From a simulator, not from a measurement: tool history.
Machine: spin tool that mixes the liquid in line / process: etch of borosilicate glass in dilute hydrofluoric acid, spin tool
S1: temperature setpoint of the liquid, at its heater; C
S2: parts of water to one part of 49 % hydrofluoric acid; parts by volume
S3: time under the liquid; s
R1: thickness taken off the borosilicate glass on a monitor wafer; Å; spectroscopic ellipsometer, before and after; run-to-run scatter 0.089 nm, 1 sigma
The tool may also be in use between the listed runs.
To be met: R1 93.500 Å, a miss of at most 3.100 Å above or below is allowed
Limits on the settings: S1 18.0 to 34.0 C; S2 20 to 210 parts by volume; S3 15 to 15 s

run 1 hour=0.0 | S1=26.0 S2=115 S3=15 | R1=38.551
run 2 hour=3.9 | S1=27.0 S2=110 S3=15 | R1=42.310
run 3 hour=6.1 | S1=25.0 S2=110 S3=15 | R1=39.537
run 4 hour=7.2 | S1=26.0 S2=105 S3=15 | R1=42.551
run 5 hour=13.6 | S1=23.0 S2=105 S3=15 | R1=37.600
run 6 hour=19.9 | S1=23.0 S2=75 S3=15 | R1=55.414
run 7 hour=21.3 | S1=24.0 S2=75 S3=15 | R1=57.392
run 8 hour=28.6 | S1=25.0 S2=75 S3=15 | R1=59.367
run 9 hour=30.3 | S1=26.0 S2=75 S3=15 | R1=62.175
run 10 hour=33.4 | S1=27.0 S2=75 S3=15 | R1=63.968
run 11 hour=36.0 | S1=28.0 S2=75 S3=15 | R1=67.936
run 12 hour=41.8 | S1=28.5 S2=75 S3=15 | R1=67.610
run 13 hour=46.7 | S1=32.5 S2=55 S3=15 | R1=111.200
run 14 hour=53.7 | S1=32.0 S2=55 S3=15 | R1=108.560

Below are 4 possible settings for the next run. Only one of them brings all results inside the allowed miss of their targets. Which is it?
run A hour=60.7 | S1=32.0 S2=70 S3=15 | R1=?
run B hour=60.7 | S1=31.5 S2=50 S3=15 | R1=?
run C hour=60.7 | S1=30.0 S2=65 S3=15 | R1=?
run D hour=60.7 | S1=32.5 S2=65 S3=15 | R1=?

move=A R1=82.969
move=B R1=117.600
move=C R1=83.402
move=D R1=91.779
A: carries the result that was furthest off beyond its target, to the other side
B: misses by more than the last run did
C: carries the result that was furthest off beyond its target, to the other side
D: hits every target within its allowed miss
Move D is the one to make.
